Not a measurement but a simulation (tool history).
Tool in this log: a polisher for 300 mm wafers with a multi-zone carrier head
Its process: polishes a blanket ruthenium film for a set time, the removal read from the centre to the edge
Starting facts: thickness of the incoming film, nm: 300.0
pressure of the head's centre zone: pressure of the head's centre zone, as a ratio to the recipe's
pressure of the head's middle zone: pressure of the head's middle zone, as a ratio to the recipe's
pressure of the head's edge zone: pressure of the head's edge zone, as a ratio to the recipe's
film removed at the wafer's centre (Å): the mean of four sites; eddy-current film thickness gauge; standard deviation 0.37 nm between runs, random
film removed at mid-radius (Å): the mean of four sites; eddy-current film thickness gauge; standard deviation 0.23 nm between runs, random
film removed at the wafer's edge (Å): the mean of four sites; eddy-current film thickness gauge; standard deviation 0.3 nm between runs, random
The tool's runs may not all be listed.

run  hour  flow of slurry (ml/min)  pressure of the head's centre zone  pressure of the head's middle zone  pressure of the head's edge zone  polishing time (s)  film removed at the wafer's centre (Å)  film removed at mid-radius (Å)  film removed at the wafer's edge (Å)
  1   0.0                      145                                1.00                                1.00                              1.00                  35                                  467.96                          465.67                                456.77
  2   1.8                      130                                1.00                                1.00                              1.00                  35                                  447.43                          448.22                                461.82
  3   5.6                      130                                0.98                                0.98                              0.99                  33                                  422.46                          420.60                                431.71
  4  14.2                      130                                0.98                                1.05                              0.99                  33                                  414.63                          449.89                                427.58
  5  22.7                      130                                0.98                                1.05                              0.99                  39                                  502.99                          526.67                                502.45
  6  27.7                      130                                0.98                                1.11                              0.99                  39                                  491.03                          548.04                                497.33
  7  30.7                      125                                0.97                                1.08                              0.98                  36                                  446.55                          499.12                                460.12
  8  33.1                      120                                0.97                                1.05                              0.97                  33                                  404.78                          444.76                                422.43
  9  40.3                      120                                0.97                                1.02                              0.96                  31                                  381.26                          400.27                                388.50
 10  49.0                      115                                0.95                                1.00                              0.95                  30                                  357.23                          381.65                                379.89
 11  53.8                      105                                0.94                                0.90                              0.90                  20                                  230.65                          232.32                                243.68
 12  57.3                      115                                0.94                                0.90                              0.93                  20                                  239.72                          232.67                                245.90
 13  63.6                      115                                0.94                                0.91                              0.96                  20                                  239.44                          236.98                                245.53
 14  64.2                      115                                0.93                                0.91                              0.96                  21                                  247.13                          247.81                                262.85
 15  68.7                      120                                0.93                                0.91                              0.98                  21                                  251.48                          254.26                                270.32

Forecast run 16:
 16  69.2                      125                                0.93                                0.91                              0.99                  21                                       ?                               ?                                     ?

film removed at the wafer's centre (Å): 247.48
film removed at mid-radius (Å): 249.46
film removed at the wafer's edge (Å): 269.25
